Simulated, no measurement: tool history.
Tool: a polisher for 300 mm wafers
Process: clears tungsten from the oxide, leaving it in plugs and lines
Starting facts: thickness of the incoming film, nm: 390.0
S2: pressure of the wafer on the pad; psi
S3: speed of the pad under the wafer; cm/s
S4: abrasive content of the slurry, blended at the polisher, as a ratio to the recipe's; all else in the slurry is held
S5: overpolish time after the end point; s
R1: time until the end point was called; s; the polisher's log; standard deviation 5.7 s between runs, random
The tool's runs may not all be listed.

Run 1, hour 0.0: flow of slurry (ml/min) 320, S2 2.4 psi, S3 112 cm/s, S4 1.0, S5 6 s. Result: R1 126.00 s.
Run 2, hour 4.0: flow of slurry (ml/min) 320, S2 2.4 psi, S3 86 cm/s, S4 1.0, S5 6 s. Result: R1 166.75 s.
Run 3, hour 9.6: flow of slurry (ml/min) 320, S2 2.4 psi, S3 86 cm/s, S4 1.1, S5 6 s. Result: R1 155.91 s.
Run 4, hour 10.3: flow of slurry (ml/min) 320, S2 2.4 psi, S3 86 cm/s, S4 1.1, S5 6 s. Result: R1 165.66 s.
Run 5, hour 14.3: flow of slurry (ml/min) 320, S2 2.1 psi, S3 84 cm/s, S4 1.1, S5 6 s. Result: R1 181.03 s.
Run 6, hour 16.6: flow of slurry (ml/min) 250, S2 2.1 psi, S3 84 cm/s, S4 1.1, S5 6 s. Result: R1 186.95 s.
Run 7, hour 17.2: flow of slurry (ml/min) 250, S2 1.9 psi, S3 80 cm/s, S4 1.1, S5 6 s. Result: R1 216.75 s.

What does the tool deliver on the next run?
Run 8, hour 18.8: flow of slurry (ml/min) 250, S2 1.7 psi, S3 78 cm/s, S4 1.1, S5 6 s. Result: R1 ?.

R1: 236.44 s
